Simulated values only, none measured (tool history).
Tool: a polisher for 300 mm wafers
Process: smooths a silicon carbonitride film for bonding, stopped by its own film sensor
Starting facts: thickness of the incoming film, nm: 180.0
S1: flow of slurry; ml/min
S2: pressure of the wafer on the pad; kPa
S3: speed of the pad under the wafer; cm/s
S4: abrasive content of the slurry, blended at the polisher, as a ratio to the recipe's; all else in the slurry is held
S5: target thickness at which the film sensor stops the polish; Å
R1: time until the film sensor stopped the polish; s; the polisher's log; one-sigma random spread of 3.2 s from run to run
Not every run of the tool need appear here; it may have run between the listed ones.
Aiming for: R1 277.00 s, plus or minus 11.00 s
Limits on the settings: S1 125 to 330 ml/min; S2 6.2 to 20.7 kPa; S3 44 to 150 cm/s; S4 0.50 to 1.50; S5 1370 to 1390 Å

run    day   S1    S2  S3    S4    S5      R1
  1  0.000  210  13.1  96  1.00  1390  186.25
  2  0.100  210  11.7  96  1.00  1390  198.99
  3  0.208  210  11.7  82  1.00  1390  228.74
  4  0.279  210  11.0  82  1.00  1390  238.87
  5  0.612  210  10.3  82  1.00  1390  242.32
  6  0.854  260  10.3  82  1.00  1390  240.90
  7  1.221  260  10.3  82  1.00  1390  238.08
  8  1.367  255   9.7  82  1.00  1390  257.39

Consider the 4 candidate settings below. Which is the only one whose results all fall within their allowed miss of target?
  A  1.512  315   9.0  104  0.95  1390   ?
  B  1.512  285  10.3   80  1.05  1380   ?
  C  1.512  290  10.3   80  0.95  1390   ?
  D  1.512  280   9.0   82  1.00  1370   ?

move      R1
   A  220.00
   B  243.77
   C  248.96
   D  275.37
A: moves away from the targets compared with the last run
B: moves away from the targets compared with the last run
C: moves away from the targets compared with the last run
D: all results in spec
So the answer is move D, the one that meets all the targets.

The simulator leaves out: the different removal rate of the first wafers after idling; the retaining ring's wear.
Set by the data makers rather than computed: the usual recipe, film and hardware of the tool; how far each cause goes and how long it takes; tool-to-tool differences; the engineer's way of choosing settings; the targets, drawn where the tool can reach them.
